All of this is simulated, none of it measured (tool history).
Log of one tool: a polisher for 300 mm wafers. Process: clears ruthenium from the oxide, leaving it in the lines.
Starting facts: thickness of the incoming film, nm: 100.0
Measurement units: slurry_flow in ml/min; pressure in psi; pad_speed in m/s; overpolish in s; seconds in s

run 1 hour=0 | slurry_flow=205 pressure=1.9 pad_speed=1.3 overpolish=29 | seconds=77.369
run 2 hour=7.9 | slurry_flow=205 pressure=1.9 pad_speed=1.3 overpolish=32 | seconds=79.487
run 3 hour=9.4 | slurry_flow=205 pressure=2 pad_speed=1.3 overpolish=32 | seconds=77.723
run 4 hour=16 | slurry_flow=205 pressure=1.7 pad_speed=1.3 overpolish=32 | seconds=89.136
run 5 hour=23.2 | slurry_flow=205 pressure=1.9 pad_speed=1.32 overpolish=32 | seconds=76.915
run 6 hour=24.9 | slurry_flow=205 pressure=1.9 pad_speed=1.5 overpolish=32 | seconds=68.322

Estimate the outcome of run 7 from the log above:
run 7 hour=28.9 | slurry_flow=205 pressure=2 pad_speed=1.5 overpolish=32 | seconds=?

seconds: 65.896 s
